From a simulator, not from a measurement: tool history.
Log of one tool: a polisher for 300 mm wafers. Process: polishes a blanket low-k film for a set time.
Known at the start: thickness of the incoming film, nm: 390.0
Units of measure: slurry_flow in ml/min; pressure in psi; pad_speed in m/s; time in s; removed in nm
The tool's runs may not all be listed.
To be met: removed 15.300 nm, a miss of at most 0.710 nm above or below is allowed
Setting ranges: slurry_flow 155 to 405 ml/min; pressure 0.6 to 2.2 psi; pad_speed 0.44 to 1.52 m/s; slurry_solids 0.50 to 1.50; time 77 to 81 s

run	day	slurry_flow	pressure	pad_speed	slurry_solids	time	removed
1	0.000	260	1.4	0.98	1.00	77	23.315
2	0.267	260	1.3	0.98	1.00	77	21.642
3	0.525	260	1.2	0.98	1.00	77	20.265
4	0.617	260	1.2	0.98	1.00	77	20.008
5	0.804	320	1.2	0.98	1.00	77	20.338
6	0.842	320	1.2	0.98	1.00	77	20.013
7	1.167	320	1.1	0.98	1.00	77	18.517
8	1.425	320	1.0	0.98	1.00	77	16.911

Below are 4 possible settings for the next run. Only one of them brings all results inside the allowed miss of their targets. Which is it?
A	1.683	330	1.1	0.92	0.95	79	?
B	1.683	350	1.0	0.86	1.00	77	?
C	1.683	390	1.0	1.16	0.80	77	?
D	1.683	275	0.9	0.94	1.35	77	?

move	removed
A	17.904
B	15.568
C	17.593
D	17.011
A: the biggest miss grows against the last run
B: all results land within tolerance of their targets
C: the biggest miss grows against the last run
D: the biggest miss grows against the last run
Answer: B
